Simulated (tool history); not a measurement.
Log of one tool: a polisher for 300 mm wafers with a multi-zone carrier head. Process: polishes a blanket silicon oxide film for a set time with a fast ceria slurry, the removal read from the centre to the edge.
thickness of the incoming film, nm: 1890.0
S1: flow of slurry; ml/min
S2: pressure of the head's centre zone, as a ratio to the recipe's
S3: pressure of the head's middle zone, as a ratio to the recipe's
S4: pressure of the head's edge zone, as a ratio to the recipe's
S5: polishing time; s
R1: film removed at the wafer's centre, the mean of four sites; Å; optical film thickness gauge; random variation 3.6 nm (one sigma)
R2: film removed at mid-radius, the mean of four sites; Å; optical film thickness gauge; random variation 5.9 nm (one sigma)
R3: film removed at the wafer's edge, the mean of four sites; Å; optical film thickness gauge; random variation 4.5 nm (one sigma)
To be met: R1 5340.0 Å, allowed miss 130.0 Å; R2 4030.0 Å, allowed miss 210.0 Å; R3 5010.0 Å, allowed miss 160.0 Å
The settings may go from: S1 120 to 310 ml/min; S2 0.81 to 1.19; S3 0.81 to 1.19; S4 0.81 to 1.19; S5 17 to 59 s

run,hour,S1,S2,S3,S4,S5,R1,R2,R3
1,0.0,200,1.00,1.00,1.00,38,5833.0,5810.5,6204.3
2,9.0,200,1.00,1.00,0.97,38,5819.0,5805.1,6084.9
3,15.5,200,1.00,1.04,0.97,38,5804.7,5953.6,6122.1
4,23.2,200,1.00,1.04,1.01,38,5892.0,6088.1,6219.6
5,24.8,195,1.02,0.99,0.97,37,5775.4,5564.1,5969.9
6,30.5,190,1.04,0.95,0.94,36,5723.5,5054.3,5661.8
7,34.7,180,1.04,0.92,0.91,36,5722.8,4953.1,5501.4
8,39.1,175,1.04,0.89,0.91,35,5433.6,4671.6,5482.8
9,40.8,170,1.05,0.87,0.89,35,5523.0,4508.1,5442.5
10,47.2,145,1.06,0.83,0.81,33,5168.7,4169.0,4856.9

Which of these 5 next moves meets every target?
A,53.6,165,1.03,0.87,0.85,32,?,?,?
B,53.6,150,1.08,0.81,0.85,33,?,?,?
C,53.6,165,1.01,0.84,0.93,32,?,?,?
D,53.6,125,1.09,0.91,0.82,32,?,?,?
E,53.6,120,1.08,0.88,0.81,35,?,?,?

move,R1,R2,R3
A,4961.2,4323.5,4767.5
B,5294.2,4165.1,4887.0
C,4868.7,4200.6,4932.1
D,5078.2,4365.4,4611.2
E,5479.4,4625.3,5009.0
A: further off than the last run
B: meets every target
C: further off than the last run
D: further off than the last run
E: takes the result that was furthest off past its target
The right move is B.

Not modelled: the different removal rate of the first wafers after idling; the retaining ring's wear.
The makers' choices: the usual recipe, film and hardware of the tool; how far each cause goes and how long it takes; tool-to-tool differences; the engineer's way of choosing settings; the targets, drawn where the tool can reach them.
